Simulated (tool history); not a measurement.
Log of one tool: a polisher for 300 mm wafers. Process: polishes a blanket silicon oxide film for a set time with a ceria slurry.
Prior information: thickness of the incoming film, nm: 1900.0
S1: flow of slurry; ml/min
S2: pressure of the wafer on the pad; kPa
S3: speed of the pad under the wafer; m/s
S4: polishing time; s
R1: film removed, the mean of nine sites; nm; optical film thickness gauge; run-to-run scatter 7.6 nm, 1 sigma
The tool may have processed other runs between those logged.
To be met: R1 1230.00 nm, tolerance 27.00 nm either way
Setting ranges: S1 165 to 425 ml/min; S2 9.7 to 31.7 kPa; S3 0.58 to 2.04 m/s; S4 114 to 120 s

run	hour	S1	S2	S3	S4	R1
1	0.0	275	20.7	1.30	114	643.82
2	8.3	275	20.7	1.04	114	522.71
3	15.6	210	20.7	1.04	114	508.82
4	16.7	210	17.9	1.04	114	451.63
5	17.7	220	20.7	1.14	114	563.84
6	26.6	220	22.8	1.20	114	638.94
7	28.9	260	28.3	1.56	114	1016.80
8	30.9	260	29.0	1.58	114	1040.90
9	34.7	260	29.6	1.60	114	1080.50
10	36.5	265	30.3	1.62	114	1117.10
11	40.7	265	30.3	1.64	114	1129.00
12	48.0	265	30.3	1.66	114	1141.90
13	49.9	265	31.0	1.68	114	1195.90
14	54.2	265	31.0	1.68	114	1182.30

5 next moves are on the table. One of them brings every result within its allowed miss. Which?
A	58.5	245	31.0	1.60	117	?
B	58.5	235	28.3	1.88	117	?
C	58.5	285	31.0	1.62	116	?
D	58.5	250	30.3	1.62	119	?
E	58.5	260	31.0	1.60	115	?

move	R1
A	1149.40
B	1234.90
C	1166.10
D	1161.60
E	1134.70
A: further off than the last run
B: hits every target within its allowed miss
C: further off than the last run
D: further off than the last run
E: further off than the last run
The right move is B.

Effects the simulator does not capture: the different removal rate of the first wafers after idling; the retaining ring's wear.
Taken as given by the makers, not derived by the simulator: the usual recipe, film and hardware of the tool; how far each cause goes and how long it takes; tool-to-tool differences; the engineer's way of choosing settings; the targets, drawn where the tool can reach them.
